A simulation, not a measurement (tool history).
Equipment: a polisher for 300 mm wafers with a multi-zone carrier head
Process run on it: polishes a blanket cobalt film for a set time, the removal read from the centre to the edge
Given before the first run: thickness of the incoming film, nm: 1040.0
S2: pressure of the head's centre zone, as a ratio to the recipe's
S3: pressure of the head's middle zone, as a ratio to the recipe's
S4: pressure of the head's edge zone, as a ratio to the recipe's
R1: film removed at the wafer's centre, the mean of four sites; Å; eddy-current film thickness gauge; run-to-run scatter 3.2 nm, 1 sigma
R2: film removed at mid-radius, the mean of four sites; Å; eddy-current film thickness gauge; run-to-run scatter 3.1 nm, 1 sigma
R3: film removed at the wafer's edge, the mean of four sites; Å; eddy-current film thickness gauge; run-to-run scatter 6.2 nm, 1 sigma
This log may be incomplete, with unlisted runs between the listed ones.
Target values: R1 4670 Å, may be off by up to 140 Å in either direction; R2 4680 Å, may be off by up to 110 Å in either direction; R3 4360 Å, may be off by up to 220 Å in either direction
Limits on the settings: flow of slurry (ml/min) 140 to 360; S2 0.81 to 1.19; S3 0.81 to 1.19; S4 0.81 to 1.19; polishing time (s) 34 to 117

Run 1, day 0: flow of slurry (ml/min) 230, S2 1, S3 1, S4 1, polishing time (s) 75. Result: R1 3903.9 Å, R2 4047 Å, R3 3992.6 Å.
Run 2, day 0.204: flow of slurry (ml/min) 210, S2 1, S3 1, S4 1, polishing time (s) 75. Result: R1 3944.4 Å, R2 3951.7 Å, R3 3883.3 Å.
Run 3, day 0.242: flow of slurry (ml/min) 210, S2 1, S3 1, S4 1, polishing time (s) 68. Result: R1 3520.8 Å, R2 3586.7 Å, R3 3615.8 Å.
Run 4, day 0.55: flow of slurry (ml/min) 210, S2 1, S3 1, S4 1.03, polishing time (s) 68. Result: R1 3519.7 Å, R2 3618.2 Å, R3 3680.7 Å.
Run 5, day 0.708: flow of slurry (ml/min) 210, S2 1, S3 1.04, S4 1.03, polishing time (s) 68. Result: R1 3512.8 Å, R2 3739.7 Å, R3 3580.8 Å.
Run 6, day 0.85: flow of slurry (ml/min) 210, S2 1, S3 1.04, S4 0.96, polishing time (s) 68. Result: R1 3574.2 Å, R2 3681.2 Å, R3 3570.9 Å.
Run 7, day 1.017: flow of slurry (ml/min) 225, S2 1.02, S3 1.04, S4 0.98, polishing time (s) 70. Result: R1 3726.7 Å, R2 3840.4 Å, R3 3702.9 Å.
Run 8, day 1.117: flow of slurry (ml/min) 235, S2 1.04, S3 1.05, S4 0.99, polishing time (s) 71. Result: R1 3814.9 Å, R2 3856.2 Å, R3 3669.5 Å.
Run 9, day 1.471: flow of slurry (ml/min) 240, S2 1.04, S3 1.05, S4 0.99, polishing time (s) 73. Result: R1 3995.1 Å, R2 4076.1 Å, R3 3861.6 Å.
Run 10, day 1.533: flow of slurry (ml/min) 250, S2 1.05, S3 1.05, S4 1, polishing time (s) 74. Result: R1 4144.6 Å, R2 4165.6 Å, R3 3937.9 Å.
Run 11, day 1.571: flow of slurry (ml/min) 260, S2 1.06, S3 1.05, S4 1.01, polishing time (s) 74. Result: R1 4161.1 Å, R2 4163 Å, R3 4082.6 Å.
Run 12, day 1.612: flow of slurry (ml/min) 270, S2 1.07, S3 1.06, S4 1.01, polishing time (s) 74. Result: R1 4266.8 Å, R2 4161.3 Å, R3 3961.9 Å.
Run 13, day 1.658: flow of slurry (ml/min) 275, S2 1.07, S3 1.07, S4 1.02, polishing time (s) 75. Result: R1 4334.9 Å, R2 4277.8 Å, R3 4075.4 Å.
Run 14, day 1.692: flow of slurry (ml/min) 280, S2 1.07, S3 1.08, S4 1.03, polishing time (s) 75. Result: R1 4328.3 Å, R2 4337.2 Å, R3 4069.9 Å.

Which of these 4 next moves meets every target?
Run A, day 1.725: flow of slurry (ml/min) 325, S2 0.98, S3 0.93, S4 1.09, polishing time (s) 86. Result: R1 ?, R2 ?, R3 ?.
Run B, day 1.725: flow of slurry (ml/min) 285, S2 1.09, S3 1.13, S4 1.02, polishing time (s) 80. Result: R1 ?, R2 ?, R3 ?.
Run C, day 1.725: flow of slurry (ml/min) 215, S2 1.08, S3 1.1, S4 0.93, polishing time (s) 72. Result: R1 ?, R2 ?, R3 ?.
Run D, day 1.725: flow of slurry (ml/min) 290, S2 1.08, S3 0.94, S4 1.1, polishing time (s) 77. Result: R1 ?, R2 ?, R3 ?.

move      R1      R2      R3
   A  4625.4  4652.7    4781
   B  4668.2  4674.3  4253.9
   C  4002.2  4006.1  3565.9
   D    4462  4136.3  4262.8
A: brings the result that was furthest off to its target, and leaves another outside
B: every result lands within tolerance
C: misses by more than the last run did
D: misses by more than the last run did
Go with B: it meets all targets.

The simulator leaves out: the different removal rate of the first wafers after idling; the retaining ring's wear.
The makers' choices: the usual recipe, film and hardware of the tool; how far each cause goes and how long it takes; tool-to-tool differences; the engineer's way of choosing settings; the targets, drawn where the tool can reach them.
